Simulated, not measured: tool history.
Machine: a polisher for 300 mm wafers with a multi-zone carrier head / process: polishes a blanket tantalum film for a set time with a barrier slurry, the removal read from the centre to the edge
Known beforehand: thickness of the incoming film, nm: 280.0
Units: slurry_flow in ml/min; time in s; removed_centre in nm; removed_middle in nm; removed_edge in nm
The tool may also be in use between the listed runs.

| run | day | slurry_flow | centre_zone | middle_zone | edge_zone | slurry_solids | time | removed_centre | removed_middle | removed_edge |
|---|---|---|---|---|---|---|---|---|---|---|
| 1 | 0.000 | 200 | 1.00 | 1.00 | 1.00 | 1.00 | 62 | 104.070 | 110.110 | 106.000 |
| 2 | 0.267 | 200 | 1.00 | 1.00 | 1.00 | 1.00 | 47 | 80.079 | 82.569 | 79.764 |
| 3 | 0.512 | 200 | 1.00 | 0.92 | 1.00 | 1.00 | 47 | 78.912 | 77.606 | 79.808 |
| 4 | 0.625 | 200 | 1.00 | 0.92 | 1.00 | 0.95 | 47 | 78.650 | 75.616 | 80.045 |
| 5 | 0.838 | 205 | 1.01 | 0.91 | 1.02 | 0.95 | 47 | 80.875 | 76.016 | 80.132 |
| 6 | 1.150 | 205 | 1.01 | 0.91 | 1.02 | 0.95 | 36 | 61.134 | 58.301 | 62.103 |
| 7 | 1.517 | 200 | 1.02 | 0.89 | 1.05 | 1.05 | 38 | 67.852 | 62.581 | 66.316 |
| 8 | 1.788 | 200 | 1.01 | 0.87 | 1.07 | 1.05 | 41 | 71.022 | 65.089 | 74.524 |
| 9 | 1.825 | 200 | 1.01 | 0.87 | 1.07 | 1.05 | 41 | 70.134 | 65.690 | 73.384 |

The next listed run, before its measurement:
| 10 | 1.896 | 210 | 1.02 | 0.86 | 1.09 | 1.10 | 42 | ? | ? | ? |

{"run 10": {"removed_centre": 75.823, "removed_middle": 67.398, "removed_edge": 77.942}}

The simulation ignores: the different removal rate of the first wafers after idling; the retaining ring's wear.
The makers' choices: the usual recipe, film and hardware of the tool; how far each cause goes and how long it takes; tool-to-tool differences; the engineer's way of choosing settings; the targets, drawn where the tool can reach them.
